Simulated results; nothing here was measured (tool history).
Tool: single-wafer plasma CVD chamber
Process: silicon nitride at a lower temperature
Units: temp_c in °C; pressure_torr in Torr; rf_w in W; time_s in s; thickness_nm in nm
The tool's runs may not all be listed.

run 1 hour=0 | temp_c=330 pressure_torr=1.77 rf_w=360 time_s=42.8 | thickness_nm=53.531
run 2 hour=4.9 | temp_c=330 pressure_torr=1.61 rf_w=360 time_s=42.8 | thickness_nm=51.329
run 3 hour=5.8 | temp_c=330 pressure_torr=1.61 rf_w=360 time_s=42.8 | thickness_nm=51.24
run 4 hour=11.8 | temp_c=330 pressure_torr=1.74 rf_w=365 time_s=42.8 | thickness_nm=53.606
run 5 hour=15.4 | temp_c=340 pressure_torr=1.74 rf_w=365 time_s=42.8 | thickness_nm=53.465
run 6 hour=18.1 | temp_c=340 pressure_torr=1.74 rf_w=395 time_s=42.8 | thickness_nm=55.982
run 7 hour=25.5 | temp_c=340 pressure_torr=1.83 rf_w=395 time_s=42.8 | thickness_nm=57.116

Run 8 comes next. What will it give?
run 8 hour=31.7 | temp_c=340 pressure_torr=1.91 rf_w=395 time_s=42.8 | thickness_nm=?

thickness_nm: 58.133 nm
